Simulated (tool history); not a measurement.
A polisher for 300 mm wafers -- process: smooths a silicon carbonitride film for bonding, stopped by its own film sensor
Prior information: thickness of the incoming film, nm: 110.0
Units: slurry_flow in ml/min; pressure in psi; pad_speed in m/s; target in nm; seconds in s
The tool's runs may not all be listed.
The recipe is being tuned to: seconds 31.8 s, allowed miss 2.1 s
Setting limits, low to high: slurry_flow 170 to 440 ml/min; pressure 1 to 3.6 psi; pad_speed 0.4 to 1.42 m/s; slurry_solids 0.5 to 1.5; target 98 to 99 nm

run,hour,slurry_flow,pressure,pad_speed,slurry_solids,target,seconds
1,0,280,2.3,0.9,1,98,45.586
2,2,280,2.4,0.9,1,98,43.126
3,9.9,280,2.1,0.9,1,98,47.755
4,16.7,280,2.2,0.92,1,98,46.31
5,22.9,280,2.2,1.14,1,98,39.512
6,25.8,280,2.2,1.14,0.95,98,39.737
7,29.1,280,2.3,1.14,0.95,98,39.459
8,32.3,280,2.4,1.14,0.95,98,37.498
9,36.5,280,2.6,1.16,0.95,98,35.26
10,38.4,280,2.7,1.18,0.95,98,35.077

Of the 5 settings listed for the next run, only one would bring every result within its allowed miss of target. Which one?
A,40.3,300,2.7,1.26,1,99,?
B,40.3,280,2.4,1.3,0.9,99,?
C,40.3,235,2.8,1.36,1.05,99,?
D,40.3,260,3,0.96,0.9,98,?
E,40.3,180,2.8,1.28,1.3,99,?

move,seconds
A,29.348
B,33.034
C,27.178
D,38.074
E,27.284
A: moves the result that the last run missed by most past its target, out the other side
B: all results in spec
C: moves the result that the last run missed by most past its target, out the other side
D: the biggest miss grows against the last run
E: moves the result that the last run missed by most past its target, out the other side
The move that meets every target is B.
